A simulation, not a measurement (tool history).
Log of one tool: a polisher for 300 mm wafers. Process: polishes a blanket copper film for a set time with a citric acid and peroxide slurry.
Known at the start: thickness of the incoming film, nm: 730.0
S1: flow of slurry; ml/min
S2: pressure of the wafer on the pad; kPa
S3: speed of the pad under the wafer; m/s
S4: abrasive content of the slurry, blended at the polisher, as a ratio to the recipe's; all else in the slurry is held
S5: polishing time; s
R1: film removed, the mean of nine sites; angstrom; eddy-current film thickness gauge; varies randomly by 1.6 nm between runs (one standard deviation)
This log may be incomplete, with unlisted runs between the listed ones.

run  hour   S1    S2    S3  S4  S5      R1
  1     0  205  24.8  0.96   1  30  826.23
  2   2.8  205  26.2  0.96   1  30  851.32
  3  10.7  205  26.2  0.74   1  30  707.46
  4  14.7  205  27.6  0.78   1  30  763.42
  5  18.8  205  27.6  0.78   1  27  680.31
  6  23.7  205    29  0.82   1  27  724.03
  7  24.6  205  29.6  0.88   1  27  773.16
  8  28.6  205  30.3  0.94   1  27  852.68
     32.2  -- worn pad replaced by a new one
  9  32.2  205    31  0.98   1  27  957.79
 10  37.1  205    31  0.98   1  27  936.08
 11  40.5  205  31.7     1   1  27  984.56
 12  43.4  205  32.4  1.02   1  27  1018.3
 13  50.8  215  39.3  1.22   1  27  1342.7

Run 14 has not been measured yet. What should we expect?
 14  56.2  215  39.3  1.24   1  27   ?

R1: 1407.6 angstrom
